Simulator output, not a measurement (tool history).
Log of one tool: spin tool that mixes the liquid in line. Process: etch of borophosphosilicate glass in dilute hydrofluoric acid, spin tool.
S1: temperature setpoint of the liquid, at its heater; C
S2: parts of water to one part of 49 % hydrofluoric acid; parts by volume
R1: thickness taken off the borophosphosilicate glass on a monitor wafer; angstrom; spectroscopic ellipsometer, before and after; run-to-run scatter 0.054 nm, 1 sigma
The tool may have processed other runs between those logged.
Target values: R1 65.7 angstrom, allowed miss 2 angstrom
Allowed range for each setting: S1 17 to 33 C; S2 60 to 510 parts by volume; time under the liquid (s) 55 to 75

run 1 day=0 | S1=25 S2=285 time_under_the_liquid_(s)=75 | R1=100.14
run 2 day=0.196 | S1=25 S2=285 time_under_the_liquid_(s)=75 | R1=99.788
run 3 day=0.562 | S1=23 S2=295 time_under_the_liquid_(s)=75 | R1=89.815
run 4 day=0.671 | S1=21.5 S2=305 time_under_the_liquid_(s)=75 | R1=81.904
run 5 day=0.742 | S1=21.5 S2=305 time_under_the_liquid_(s)=75 | R1=82.77
run 6 day=0.8 | S1=20.5 S2=315 time_under_the_liquid_(s)=75 | R1=76.452
run 7 day=0.833 | S1=20.5 S2=315 time_under_the_liquid_(s)=75 | R1=76.161
run 8 day=0.992 | S1=19.5 S2=320 time_under_the_liquid_(s)=75 | R1=70.997

4 next moves are on the table. One of them brings every result within its allowed miss. Which?
run A day=1.15 | S1=21.5 S2=245 time_under_the_liquid_(s)=55 | R1=?
run B day=1.15 | S1=18.5 S2=290 time_under_the_liquid_(s)=75 | R1=?
run C day=1.15 | S1=19.5 S2=310 time_under_the_liquid_(s)=75 | R1=?
run D day=1.15 | S1=18.5 S2=335 time_under_the_liquid_(s)=75 | R1=?

move=A R1=78.94
move=B R1=78.051
move=C R1=74.453
move=D R1=65.016
A: further off than the last run
B: further off than the last run
C: further off than the last run
D: in spec on every target
The move that meets every target is D.
